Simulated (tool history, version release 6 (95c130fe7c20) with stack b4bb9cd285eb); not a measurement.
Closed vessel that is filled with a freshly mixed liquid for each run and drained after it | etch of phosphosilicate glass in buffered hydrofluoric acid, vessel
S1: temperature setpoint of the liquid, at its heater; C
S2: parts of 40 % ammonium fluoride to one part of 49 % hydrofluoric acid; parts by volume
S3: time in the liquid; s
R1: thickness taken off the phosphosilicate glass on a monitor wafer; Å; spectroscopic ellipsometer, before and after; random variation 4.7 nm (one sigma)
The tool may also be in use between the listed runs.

{"run": 1, "hour": 0.0, "S1": 23.0, "S2": 11.5, "S3": 90, "R1": 3194.6}
{"run": 2, "hour": 7.4, "S1": 26.5, "S2": 11.5, "S3": 90, "R1": 3885.7}
{"run": 3, "hour": 16.1, "S1": 26.5, "S2": 14.0, "S3": 90, "R1": 3154.0}
{"run": 4, "hour": 19.0, "S1": 28.0, "S2": 14.0, "S3": 90, "R1": 3379.2}
{"run": 5, "hour": 24.8, "S1": 29.0, "S2": 12.5, "S3": 90, "R1": 4068.2}
{"run": 6, "hour": 26.3, "S1": 29.5, "S2": 11.5, "S3": 90, "R1": 4517.5}
{"hour": 35.1, "done": "hydrofluoric acid flow meter replaced"}
{"run": 7, "hour": 35.1, "S1": 31.0, "S2": 8.5, "S3": 90, "R1": 6862.5}
{"run": 8, "hour": 35.8, "S1": 31.0, "S2": 8.5, "S3": 90, "R1": 6870.8}
{"run": 9, "hour": 43.4, "S1": 30.5, "S2": 8.5, "S3": 90, "R1": 6704.9}

Run 10 comes next. What will it give?
{"run": 10, "hour": 51.5, "S1": 30.0, "S2": 8.5, "S3": 90, "R1": "?"}

{"run 10": {"R1": 6622.2}}
